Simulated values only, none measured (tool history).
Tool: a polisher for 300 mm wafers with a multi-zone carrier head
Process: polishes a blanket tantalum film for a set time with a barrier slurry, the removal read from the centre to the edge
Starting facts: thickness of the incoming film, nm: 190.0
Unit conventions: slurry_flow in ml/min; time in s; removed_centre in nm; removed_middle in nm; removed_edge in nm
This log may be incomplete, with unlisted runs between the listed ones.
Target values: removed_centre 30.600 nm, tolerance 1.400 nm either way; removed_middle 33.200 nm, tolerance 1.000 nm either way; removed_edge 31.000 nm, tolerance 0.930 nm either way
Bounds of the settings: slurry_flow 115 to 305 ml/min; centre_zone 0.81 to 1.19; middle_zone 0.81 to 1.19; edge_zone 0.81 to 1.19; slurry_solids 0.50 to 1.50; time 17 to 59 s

| run | day | slurry_flow | centre_zone | middle_zone | edge_zone | slurry_solids | time | removed_centre | removed_middle | removed_edge |
|---|---|---|---|---|---|---|---|---|---|---|
| 1 | 0.000 | 195 | 1.00 | 1.00 | 1.00 | 1.00 | 38 | 55.622 | 59.786 | 57.105 |
| 2 | 0.329 | 195 | 1.00 | 0.95 | 1.00 | 1.00 | 38 | 56.315 | 56.698 | 56.952 |
| 3 | 0.550 | 190 | 0.99 | 0.95 | 0.97 | 0.90 | 35 | 49.346 | 50.265 | 49.763 |
| 4 | 0.854 | 190 | 0.99 | 0.95 | 0.92 | 0.90 | 35 | 49.910 | 50.177 | 48.956 |
| 5 | 1.112 | 190 | 1.04 | 0.95 | 0.92 | 0.90 | 35 | 52.151 | 50.617 | 48.757 |
| 6 | 1.250 | 190 | 0.97 | 0.95 | 0.92 | 0.90 | 35 | 49.390 | 50.150 | 48.826 |
| 7 | 1.417 | 185 | 0.96 | 0.95 | 0.91 | 0.80 | 33 | 44.031 | 44.993 | 44.118 |
| 8 | 1.742 | 180 | 0.95 | 0.96 | 0.90 | 0.75 | 32 | 39.567 | 44.057 | 41.493 |
| 9 | 1.808 | 175 | 0.95 | 0.95 | 0.88 | 0.70 | 31 | 37.576 | 41.034 | 38.651 |
| 10 | 2.054 | 170 | 0.95 | 0.94 | 0.87 | 0.65 | 31 | 36.505 | 39.306 | 36.768 |
| 11 | 2.225 | 160 | 0.94 | 0.93 | 0.86 | 0.60 | 31 | 34.827 | 36.885 | 35.717 |
| 12 | 2.333 | 155 | 0.94 | 0.93 | 0.85 | 0.60 | 31 | 35.311 | 36.167 | 35.257 |
| 13 | 2.438 | 145 | 0.89 | 0.97 | 0.81 | 0.50 | 28 | 26.960 | 31.905 | 28.557 |

Next run, 5 choices. One meets every target within its allowed miss, the rest don't. Which?
| A | 2.542 | 215 | 0.81 | 0.85 | 0.96 | 0.55 | 28 | ? | ? | ? |
| B | 2.542 | 130 | 0.89 | 0.98 | 0.88 | 0.50 | 27 | ? | ? | ? |
| C | 2.542 | 115 | 0.82 | 0.87 | 0.91 | 0.65 | 29 | ? | ? | ? |
| D | 2.542 | 160 | 1.14 | 1.02 | 0.81 | 0.50 | 25 | ? | ? | ? |
| E | 2.542 | 115 | 0.96 | 0.96 | 0.83 | 0.50 | 31 | ? | ? | ? |

| move | removed_centre | removed_middle | removed_edge |
|---|---|---|---|
| A | 27.543 | 32.102 | 34.341 |
| B | 25.487 | 30.670 | 28.654 |
| C | 27.125 | 32.302 | 34.128 |
| D | 31.713 | 30.536 | 26.306 |
| E | 30.594 | 33.658 | 31.440 |
A: pushes the last run's worst result past its target
B: further off than the last run
C: pushes the last run's worst result past its target
D: further off than the last run
E: meets every target
So the answer is move E, the one that meets all the targets.

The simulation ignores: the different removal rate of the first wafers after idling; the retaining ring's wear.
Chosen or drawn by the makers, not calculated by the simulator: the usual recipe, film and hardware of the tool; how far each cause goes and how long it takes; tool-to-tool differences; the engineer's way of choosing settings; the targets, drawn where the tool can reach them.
